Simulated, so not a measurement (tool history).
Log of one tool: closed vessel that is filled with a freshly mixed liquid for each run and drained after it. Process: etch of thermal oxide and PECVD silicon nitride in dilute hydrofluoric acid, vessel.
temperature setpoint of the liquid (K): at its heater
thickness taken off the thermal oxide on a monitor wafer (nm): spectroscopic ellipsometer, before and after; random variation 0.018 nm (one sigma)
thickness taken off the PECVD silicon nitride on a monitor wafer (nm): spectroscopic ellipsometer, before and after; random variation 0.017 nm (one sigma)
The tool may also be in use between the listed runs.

run	hour	temperature setpoint of the liquid (K)	parts of water to one part of 49 % hydrofluoric acid (parts by volume)	time in the liquid (s)	thickness taken off the thermal oxide on a monitor wafer (nm)	thickness taken off the PECVD silicon nitride on a monitor wafer (nm)
1	0	296.15	185	305	7.8657	3.3502
2	7.5	295.65	200	305	6.9426	3.0024
3	11.7	295.15	210	305	6.446	2.81
4	15.5	294.65	220	305	5.9753	2.5495
5	18.8	294.65	160	305	8.7746	3.5487
6	20.6	294.65	160	410	11.903	4.8153
7	28.4	294.65	160	410	11.749	4.7348
8	31.8	294.15	180	410	10.238	4.0394
9	36.6	294.15	200	405	8.7785	3.6709
10	37.6	290.15	270	330	4.2712	1.6752
11	46	290.15	275	330	4.1886	1.6863
12	53.7	290.15	280	330	4.0731	1.6279
13	56.5	290.15	280	330	4.0822	1.6041
# hour 61.7: thermometer replaced
14	61.7	290.15	285	330	3.691	1.4172
15	65.8	290.65	290	330	3.6905	1.4439

Run 16 comes next. What will it give?
16	73.5	291.65	290	330	?	?

Run 16 gave thickness taken off the thermal oxide on a monitor wafer (nm) 3.8314, thickness taken off the PECVD silicon nitride on a monitor wafer (nm) 1.5235.
